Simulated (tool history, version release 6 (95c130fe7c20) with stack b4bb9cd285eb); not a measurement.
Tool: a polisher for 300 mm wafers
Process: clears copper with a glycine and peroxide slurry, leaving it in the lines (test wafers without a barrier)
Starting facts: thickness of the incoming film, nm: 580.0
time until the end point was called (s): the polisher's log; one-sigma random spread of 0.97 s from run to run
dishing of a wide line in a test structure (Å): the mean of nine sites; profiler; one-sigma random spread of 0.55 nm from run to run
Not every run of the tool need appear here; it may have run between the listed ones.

run  hour  flow of slurry (ml/min)  pressure of the wafer on the pad (kPa)  speed of the pad under the wafer (cm/s)  overpolish time after the end point (s)  time until the end point was called (s)  dishing of a wide line in a test structure (Å)
  1     0                      205                                    15.2                                      122                                       17                                   124.13                                          340.54
  2   2.9                      245                                    15.2                                      122                                       17                                   121.33                                          335.34
  3   4.4                      225                                    15.2                                      122                                       17                                   120.74                                          326.74
  4   6.3                      230                                    17.2                                      124                                       15                                   108.06                                          325.31
  5  15.1                      230                                    18.6                                      128                                       13                                   97.979                                          322.01
  6  20.5                      230                                    18.6                                      158                                       13                                   80.645                                          347.77
  7  28.3                      235                                    19.3                                      158                                       11                                   77.184                                          329.43
  8  34.3                      235                                      20                                      158                                       10                                   75.404                                           311.4

For run 9, what comes out?
  9  39.2                      235                                    20.7                                      158                                       10                                        ?                                               ?

{"run 9": {"time until the end point was called (s)": 72.465, "dishing of a wide line in a test structure (Å)": 318.54}}
